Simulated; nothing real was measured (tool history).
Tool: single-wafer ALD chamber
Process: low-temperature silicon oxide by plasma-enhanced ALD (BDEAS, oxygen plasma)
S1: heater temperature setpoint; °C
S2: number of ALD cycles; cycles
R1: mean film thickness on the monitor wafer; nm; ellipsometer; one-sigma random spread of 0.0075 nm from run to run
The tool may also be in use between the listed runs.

run,hour,S1,S2,R1
1,0.0,110,23,3.1557
2,0.6,110,20,2.7433
3,6.9,111,20,2.7371
4,13.0,111,23,3.1383
5,21.9,112,23,3.1432
6,27.1,112,22,3.0178
7,31.4,112,20,2.7417

The next listed run, before its measurement:
8,32.8,121,18,?

Logged for run 8: R1 2.4143 nm.

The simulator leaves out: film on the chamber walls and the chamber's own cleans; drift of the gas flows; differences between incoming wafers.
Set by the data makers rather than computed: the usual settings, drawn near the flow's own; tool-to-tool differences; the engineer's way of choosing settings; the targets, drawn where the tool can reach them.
